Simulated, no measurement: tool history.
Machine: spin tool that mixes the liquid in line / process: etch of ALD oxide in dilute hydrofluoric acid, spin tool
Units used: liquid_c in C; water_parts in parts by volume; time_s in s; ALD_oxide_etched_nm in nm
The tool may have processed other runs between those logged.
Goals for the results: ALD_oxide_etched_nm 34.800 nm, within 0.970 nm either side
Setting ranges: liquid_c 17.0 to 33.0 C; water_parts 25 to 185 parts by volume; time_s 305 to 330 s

run 1 hour=0.0 | liquid_c=25.0 water_parts=105 time_s=305 | ALD_oxide_etched_nm=42.933
run 2 hour=7.8 | liquid_c=24.0 water_parts=105 time_s=305 | ALD_oxide_etched_nm=41.532
run 3 hour=14.5 | liquid_c=23.0 water_parts=105 time_s=305 | ALD_oxide_etched_nm=40.321
run 4 hour=21.2 | liquid_c=23.0 water_parts=105 time_s=330 | ALD_oxide_etched_nm=43.248
run 5 hour=24.7 | liquid_c=23.0 water_parts=105 time_s=305 | ALD_oxide_etched_nm=39.878
run 6 hour=29.9 | liquid_c=23.0 water_parts=90 time_s=305 | ALD_oxide_etched_nm=47.593
run 7 hour=31.4 | liquid_c=22.0 water_parts=90 time_s=305 | ALD_oxide_etched_nm=45.380
run 8 hour=37.7 | liquid_c=21.0 water_parts=90 time_s=305 | ALD_oxide_etched_nm=43.712
run 9 hour=43.5 | liquid_c=20.5 water_parts=90 time_s=305 | ALD_oxide_etched_nm=42.071
run 10 hour=49.8 | liquid_c=20.0 water_parts=90 time_s=305 | ALD_oxide_etched_nm=41.241
run 11 hour=55.9 | liquid_c=19.5 water_parts=90 time_s=305 | ALD_oxide_etched_nm=40.800
run 12 hour=56.4 | liquid_c=19.0 water_parts=90 time_s=305 | ALD_oxide_etched_nm=40.242
run 13 hour=62.0 | liquid_c=18.5 water_parts=90 time_s=305 | ALD_oxide_etched_nm=38.985

Which single option among these 4 for the next run brings every result within its allowed miss of target? Just one does.
run A hour=67.6 | liquid_c=25.0 water_parts=110 time_s=330 | ALD_oxide_etched_nm=?
run B hour=67.6 | liquid_c=19.0 water_parts=105 time_s=330 | ALD_oxide_etched_nm=?
run C hour=67.6 | liquid_c=17.0 water_parts=75 time_s=310 | ALD_oxide_etched_nm=?
run D hour=67.6 | liquid_c=18.0 water_parts=105 time_s=325 | ALD_oxide_etched_nm=?

move=A ALD_oxide_etched_nm=44.101
move=B ALD_oxide_etched_nm=36.525
move=C ALD_oxide_etched_nm=45.615
move=D ALD_oxide_etched_nm=34.509
A: misses by more than the last run did
B: an improvement on the last run, though not all results are within tolerance
C: misses by more than the last run did
D: hits every target within its allowed miss
The right move is D.
